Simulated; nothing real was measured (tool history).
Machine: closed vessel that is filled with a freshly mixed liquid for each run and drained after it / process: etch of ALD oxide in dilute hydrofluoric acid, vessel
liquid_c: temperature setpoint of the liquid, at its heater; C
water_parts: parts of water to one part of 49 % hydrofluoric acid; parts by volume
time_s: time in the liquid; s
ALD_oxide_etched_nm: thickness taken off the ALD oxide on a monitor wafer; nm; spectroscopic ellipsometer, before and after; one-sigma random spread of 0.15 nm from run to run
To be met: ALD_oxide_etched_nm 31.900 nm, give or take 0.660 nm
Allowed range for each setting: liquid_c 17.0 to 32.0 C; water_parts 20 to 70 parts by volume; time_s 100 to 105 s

| run | day | liquid_c | water_parts | time_s | ALD_oxide_etched_nm |
|---|---|---|---|---|---|
| 1 | 0.000 | 24.0 | 40 | 100 | 47.888 |
| 2 | 0.217 | 22.0 | 40 | 100 | 43.714 |
| 3 | 0.400 | 20.5 | 40 | 100 | 41.282 |
| 4 | 0.458 | 19.5 | 40 | 100 | 39.377 |
| 5 | 0.538 | 19.0 | 40 | 100 | 38.485 |
| 6 | 0.692 | 18.5 | 40 | 100 | 37.535 |
| 7 | 1.029 | 18.0 | 40 | 100 | 37.054 |
| 8 | 1.338 | 17.5 | 40 | 100 | 36.193 |
| 9 | 1.488 | 17.0 | 40 | 100 | 35.272 |

Consider the 4 candidate settings below. Which is the only one whose results all fall within their allowed miss of target?
| A | 1.638 | 18.5 | 45 | 100 | ? |
| B | 1.638 | 19.0 | 50 | 100 | ? |
| C | 1.638 | 19.0 | 50 | 105 | ? |
| D | 1.638 | 17.5 | 45 | 105 | ? |

| move | ALD_oxide_etched_nm |
|---|---|
| A | 33.425 |
| B | 30.572 |
| C | 32.101 |
| D | 33.605 |
A: closer than the last run, but not yet in spec
B: pushes the last run's worst result past its target
C: all results land within tolerance of their targets
D: closer than the last run, but not yet in spec
Go with C: it meets all targets.

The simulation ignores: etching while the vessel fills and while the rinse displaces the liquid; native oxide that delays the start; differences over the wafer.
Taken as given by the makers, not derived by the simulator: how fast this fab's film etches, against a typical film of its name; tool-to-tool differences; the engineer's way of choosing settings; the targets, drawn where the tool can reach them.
